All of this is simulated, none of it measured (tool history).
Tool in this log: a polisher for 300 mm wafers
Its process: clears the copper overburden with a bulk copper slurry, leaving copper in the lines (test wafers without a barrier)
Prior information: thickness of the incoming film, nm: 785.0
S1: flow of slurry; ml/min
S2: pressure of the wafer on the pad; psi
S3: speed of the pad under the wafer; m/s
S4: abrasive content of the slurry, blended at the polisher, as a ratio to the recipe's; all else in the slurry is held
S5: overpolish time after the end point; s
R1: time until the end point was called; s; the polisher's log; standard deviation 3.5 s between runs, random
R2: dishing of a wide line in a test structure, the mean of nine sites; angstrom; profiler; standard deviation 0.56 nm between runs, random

run 1 hour=0.0 | S1=255 S2=1.9 S3=0.96 S4=1.0 S5=11 | R1=150.67 R2=421.62
run 2 hour=8.9 | S1=255 S2=2.4 S3=0.96 S4=1.0 S5=11 | R1=120.01 R2=504.62
run 3 hour=16.8 | S1=255 S2=2.2 S3=0.94 S4=1.0 S5=10 | R1=138.55 R2=418.48
run 4 hour=21.8 | S1=255 S2=2.1 S3=0.94 S4=1.0 S5=9 | R1=140.58 R2=377.85
run 5 hour=28.8 | S1=285 S2=2.1 S3=0.94 S4=1.0 S5=9 | R1=141.51 R2=375.10
run 6 hour=33.6 | S1=285 S2=2.0 S3=0.94 S4=1.0 S5=9 | R1=137.46 R2=361.22
run 7 hour=41.1 | S1=270 S2=1.9 S3=0.94 S4=1.0 S5=9 | R1=151.38 R2=341.57

Predict the results of run 8:
run 8 hour=43.7 | S1=265 S2=1.8 S3=0.94 S4=1.0 S5=9 | R1=? R2=?

{"run 8": {"R1": 158.73, "R2": 341.79}}
